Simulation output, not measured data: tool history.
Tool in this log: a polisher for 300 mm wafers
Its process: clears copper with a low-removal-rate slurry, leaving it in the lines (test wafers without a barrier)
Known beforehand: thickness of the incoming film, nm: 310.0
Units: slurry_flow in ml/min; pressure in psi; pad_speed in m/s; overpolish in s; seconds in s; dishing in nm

{"run": 1, "hour": 0.0, "slurry_flow": 200, "pressure": 2.4, "pad_speed": 0.82, "slurry_solids": 1, "overpolish": 23, "seconds": 209.54, "dishing": 25.604}
{"run": 2, "hour": 3.8, "slurry_flow": 200, "pressure": 2, "pad_speed": 0.82, "slurry_solids": 1, "overpolish": 23, "seconds": 246.42, "dishing": 22.738}
{"run": 3, "hour": 6.2, "slurry_flow": 200, "pressure": 2, "pad_speed": 0.72, "slurry_solids": 1, "overpolish": 23, "seconds": 275, "dishing": 21.441}
{"run": 4, "hour": 10.0, "slurry_flow": 170, "pressure": 1.7, "pad_speed": 0.8, "slurry_solids": 0.85, "overpolish": 17, "seconds": 316.28, "dishing": 13.863}
{"hour": 14.6, "done": "head pressure recalibrated"}
{"run": 5, "hour": 14.6, "slurry_flow": 200, "pressure": 1.7, "pad_speed": 0.8, "slurry_solids": 0.85, "overpolish": 17, "seconds": 281.86, "dishing": 15.519}
{"run": 6, "hour": 19.6, "slurry_flow": 200, "pressure": 2.2, "pad_speed": 0.8, "slurry_solids": 0.85, "overpolish": 17, "seconds": 217.59, "dishing": 19.756}

For run 7, what comes out?
{"run": 7, "hour": 23.0, "slurry_flow": 170, "pressure": 1.8, "pad_speed": 0.88, "slurry_solids": 0.75, "overpolish": 14, "seconds": "?", "dishing": "?"}

For run 7 the tool returned seconds 254.25 s, dishing 14.182 nm.
